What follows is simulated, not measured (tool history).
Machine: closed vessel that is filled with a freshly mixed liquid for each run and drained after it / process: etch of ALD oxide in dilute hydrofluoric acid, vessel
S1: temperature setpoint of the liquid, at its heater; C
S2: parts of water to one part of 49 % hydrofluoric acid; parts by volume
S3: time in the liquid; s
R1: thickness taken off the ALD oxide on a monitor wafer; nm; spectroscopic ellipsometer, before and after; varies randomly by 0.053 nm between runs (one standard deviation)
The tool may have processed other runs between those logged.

Run 1, hour 0: S1 25 C, S2 130 parts by volume, S3 35 s. Result: R1 4.3483 nm.
Run 2, hour 8: S1 25 C, S2 110 parts by volume, S3 35 s. Result: R1 5.2398 nm.
Run 3, hour 16.5: S1 26 C, S2 100 parts by volume, S3 35 s. Result: R1 6.0883 nm.
Run 4, hour 20.1: S1 22.5 C, S2 100 parts by volume, S3 35 s. Result: R1 5.3199 nm.
Run 5, hour 29: S1 24 C, S2 90 parts by volume, S3 35 s. Result: R1 6.3267 nm.
Run 6, hour 37.5: S1 27.5 C, S2 90 parts by volume, S3 35 s. Result: R1 7.2639 nm.
Run 7, hour 39.6: S1 31.5 C, S2 40 parts by volume, S3 35 s. Result: R1 20.373 nm.
Run 8, hour 46.1: S1 30.5 C, S2 40 parts by volume, S3 35 s. Result: R1 19.896 nm.

For run 9, what comes out?
Run 9, hour 50.9: S1 29.5 C, S2 40 parts by volume, S3 35 s. Result: R1 ?.

R1: 18.989 nm
